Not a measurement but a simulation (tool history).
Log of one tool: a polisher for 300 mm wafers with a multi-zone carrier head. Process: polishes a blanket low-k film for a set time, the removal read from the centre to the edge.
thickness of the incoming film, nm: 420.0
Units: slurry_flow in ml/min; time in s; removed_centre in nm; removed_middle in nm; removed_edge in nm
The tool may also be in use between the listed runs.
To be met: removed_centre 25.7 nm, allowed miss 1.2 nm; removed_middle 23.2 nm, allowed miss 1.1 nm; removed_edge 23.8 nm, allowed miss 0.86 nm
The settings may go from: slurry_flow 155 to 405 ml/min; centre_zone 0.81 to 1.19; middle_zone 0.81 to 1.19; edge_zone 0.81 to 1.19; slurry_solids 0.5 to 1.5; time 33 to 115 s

run	hour	slurry_flow	centre_zone	middle_zone	edge_zone	slurry_solids	time	removed_centre	removed_middle	removed_edge
1	0	260	1	1	1	1	73	29.389	30.903	29.714
2	4.6	260	1	0.94	1	1	73	29.227	29.382	29.959
3	10.9	260	0.96	0.94	1	1	73	28.74	28.784	29.926
4	18.5	260	0.96	0.99	1	1	73	28.299	30.243	29.989
5	23.7	260	0.98	0.96	0.97	0.9	73	27.835	28.474	28.471
6	29.8	260	0.98	0.96	1.06	0.9	73	28.302	28.556	30.105
7	34.8	260	1	0.94	1.01	0.8	73	27.852	26.914	28.342
8	40.6	260	1.01	0.93	0.97	0.75	73	27.794	25.593	27.16
9	42.9	260	1	0.93	0.94	0.7	73	26.85	24.992	26.695
10	45.6	260	1.01	0.94	0.91	0.65	73	26.993	25.609	25.362
11	53.3	255	1.01	0.93	0.9	0.6	73	25.733	24.639	24.987

4 next moves are on the table. One of them brings every result within its allowed miss. Which?
A	61	155	1.04	0.82	0.97	0.5	82	?	?	?
B	61	240	1.05	0.9	0.89	1.05	61	?	?	?
C	61	190	1.07	1.03	0.91	0.7	74	?	?	?
D	61	260	0.99	0.81	0.97	0.5	78	?	?	?

move	removed_centre	removed_middle	removed_edge
A	26.082	22.121	26.003
B	26.279	23.589	24.276
C	27.817	27.527	25.716
D	26.071	22.764	26.404
A: further off than the last run
B: meets every target
C: further off than the last run
D: further off than the last run
Move B is the one to make.
